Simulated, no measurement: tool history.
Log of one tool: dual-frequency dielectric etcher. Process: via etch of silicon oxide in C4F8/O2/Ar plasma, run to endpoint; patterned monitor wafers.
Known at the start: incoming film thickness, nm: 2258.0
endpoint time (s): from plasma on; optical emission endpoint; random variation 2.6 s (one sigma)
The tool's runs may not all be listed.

{"run": 1, "hour": 0.0, "source power (kW)": 1.95, "bias power (kW)": 1.861, "endpoint time (s)": 458.18}
{"run": 2, "hour": 0.9, "source power (kW)": 1.95, "bias power (kW)": 1.608, "endpoint time (s)": 486.35}
{"run": 3, "hour": 8.9, "source power (kW)": 2.09, "bias power (kW)": 1.683, "endpoint time (s)": 464.11}
{"run": 4, "hour": 10.8, "source power (kW)": 2.2, "bias power (kW)": 1.744, "endpoint time (s)": 448.51}
{"run": 5, "hour": 13.2, "source power (kW)": 2.29, "bias power (kW)": 1.794, "endpoint time (s)": 431.02}
{"run": 6, "hour": 14.5, "source power (kW)": 2.29, "bias power (kW)": 1.946, "endpoint time (s)": 417.01}

Forecast run 7:
{"run": 7, "hour": 17.7, "source power (kW)": 2.34, "bias power (kW)": 1.957, "endpoint time (s)": "?"}

endpoint time (s): 416.80

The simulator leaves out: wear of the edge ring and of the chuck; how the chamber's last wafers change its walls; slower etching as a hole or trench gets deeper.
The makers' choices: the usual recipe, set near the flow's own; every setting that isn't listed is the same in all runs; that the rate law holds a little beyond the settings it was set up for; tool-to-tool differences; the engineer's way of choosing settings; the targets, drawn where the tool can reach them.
